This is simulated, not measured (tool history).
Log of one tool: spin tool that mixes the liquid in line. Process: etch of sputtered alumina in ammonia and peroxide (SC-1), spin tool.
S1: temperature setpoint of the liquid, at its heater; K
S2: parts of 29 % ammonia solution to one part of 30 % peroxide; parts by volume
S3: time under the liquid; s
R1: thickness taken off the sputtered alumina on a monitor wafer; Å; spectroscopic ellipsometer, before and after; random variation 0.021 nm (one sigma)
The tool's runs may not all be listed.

run    day      S1   S2  S3      R1
  1      0  327.15  0.6  40  22.101
  2  0.146  329.15  0.6  40  24.886
  3  0.233  330.65  0.6  40  26.848
  4  0.604  330.65  0.6  40  26.882
  5  0.742  330.65  0.5  40  26.384
  6  0.875  332.15  0.5  40  28.579
  7  1.038  333.65  0.5  40   30.72
  8  1.325  334.65  0.5  40  32.355
  9  1.567  335.65  0.5  40  34.063

The next listed run, before its measurement:
     1.704  -- heated supply line repaired
 10  1.704  342.15  0.5  40   ?

R1: 57.63 Å
